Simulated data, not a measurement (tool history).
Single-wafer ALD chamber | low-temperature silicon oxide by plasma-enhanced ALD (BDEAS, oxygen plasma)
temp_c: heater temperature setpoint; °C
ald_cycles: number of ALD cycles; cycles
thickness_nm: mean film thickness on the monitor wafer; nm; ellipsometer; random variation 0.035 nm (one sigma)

run,hour,temp_c,ald_cycles,thickness_nm
1,0.0,115,69,10.3790
2,1.5,115,76,11.3140
3,8.7,117,71,10.6340
4,11.7,117,67,9.9767
5,20.6,126,67,9.8279
6,21.2,117,67,9.9804
7,26.6,119,65,9.6317

The next listed run, before its measurement:
8,35.3,121,63,?

thickness_nm: 9.2584 nm
